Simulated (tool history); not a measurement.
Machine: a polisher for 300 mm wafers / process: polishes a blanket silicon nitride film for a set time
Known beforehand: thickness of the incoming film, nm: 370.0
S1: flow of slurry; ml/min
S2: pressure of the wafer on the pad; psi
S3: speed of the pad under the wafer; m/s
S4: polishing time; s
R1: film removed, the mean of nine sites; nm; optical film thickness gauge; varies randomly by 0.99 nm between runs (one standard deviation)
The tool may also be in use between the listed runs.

Run 1, hour 0: S1 315 ml/min, S2 3.3 psi, S3 1.34 m/s, S4 46 s. Result: R1 77.018 nm.
Run 2, hour 8: S1 315 ml/min, S2 3.6 psi, S3 1.34 m/s, S4 46 s. Result: R1 84.506 nm.
Run 3, hour 13.1: S1 315 ml/min, S2 3.8 psi, S3 1.34 m/s, S4 46 s. Result: R1 87.455 nm.
Run 4, hour 18: S1 315 ml/min, S2 3.8 psi, S3 1.04 m/s, S4 46 s. Result: R1 73.864 nm.
Run 5, hour 24.8: S1 315 ml/min, S2 3 psi, S3 1.04 m/s, S4 46 s. Result: R1 59.178 nm.
Run 6, hour 29.9: S1 315 ml/min, S2 3.5 psi, S3 1.06 m/s, S4 46 s. Result: R1 69.651 nm.
Run 7, hour 32.2: S1 315 ml/min, S2 3.9 psi, S3 1.06 m/s, S4 46 s. Result: R1 76.618 nm.
Run 8, hour 40.9: S1 315 ml/min, S2 4.2 psi, S3 1.06 m/s, S4 46 s. Result: R1 81.146 nm.
Run 9, hour 44.4: S1 315 ml/min, S2 4.4 psi, S3 1.08 m/s, S4 46 s. Result: R1 88.151 nm.

Estimate the outcome of run 10 from the log above:
Run 10, hour 50: S1 315 ml/min, S2 5.1 psi, S3 1.1 m/s, S4 46 s. Result: R1 ?.

Logged for run 10: R1 101.6 nm.

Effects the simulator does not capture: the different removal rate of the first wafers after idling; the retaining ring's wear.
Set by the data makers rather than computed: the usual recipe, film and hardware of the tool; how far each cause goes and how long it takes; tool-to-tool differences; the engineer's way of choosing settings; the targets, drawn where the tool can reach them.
